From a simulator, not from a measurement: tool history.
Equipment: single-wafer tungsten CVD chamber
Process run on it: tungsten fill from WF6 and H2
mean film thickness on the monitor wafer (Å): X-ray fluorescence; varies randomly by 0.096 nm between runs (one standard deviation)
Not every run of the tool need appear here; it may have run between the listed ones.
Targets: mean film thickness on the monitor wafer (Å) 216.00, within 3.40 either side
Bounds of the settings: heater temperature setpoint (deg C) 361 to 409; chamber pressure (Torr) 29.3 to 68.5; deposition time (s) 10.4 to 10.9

run    day  heater temperature setpoint (deg C)  chamber pressure (Torr)  deposition time (s)  mean film thickness on the monitor wafer (Å)
  1  0.000                                  385                     48.9                 10.9                                        263.81
  2  0.304                                  396                     48.9                 10.9                                        334.41
  3  0.546                                  389                     48.7                 10.9                                        288.71
  4  0.858                                  389                     48.7                 10.4                                        277.89
  5  0.921                                  385                     48.6                 10.4                                        250.98
  6  1.033                                  385                     55.0                 10.4                                        263.55
  7  1.371                                  382                     54.9                 10.4                                        245.43
  8  1.608                                  380                     54.8                 10.4                                        235.64
  9  1.688                                  379                     54.8                 10.4                                        227.03
 10  1.962                                  378                     54.8                 10.4                                        222.67

Exactly one of the 5 candidate moves below puts every result within its allowed miss. Which one?
  A  2.238                                  379                     56.2                 10.4                                             ?
  B  2.238                                  380                     50.9                 10.4                                             ?
  C  2.238                                  376                     52.4                 10.7                                             ?
  D  2.238                                  377                     53.8                 10.9                                             ?
  E  2.238                                  379                     58.9                 10.4                                             ?

move  mean film thickness on the monitor wafer (Å)
   A                                        230.92
   B                                        228.96
   C                                        216.47
   D                                        227.73
   E                                        234.42
A: moves away from the targets compared with the last run
B: moves away from the targets compared with the last run
C: hits every target within its allowed miss
D: moves away from the targets compared with the last run
E: moves away from the targets compared with the last run
So the answer is move C, the one that meets all the targets.

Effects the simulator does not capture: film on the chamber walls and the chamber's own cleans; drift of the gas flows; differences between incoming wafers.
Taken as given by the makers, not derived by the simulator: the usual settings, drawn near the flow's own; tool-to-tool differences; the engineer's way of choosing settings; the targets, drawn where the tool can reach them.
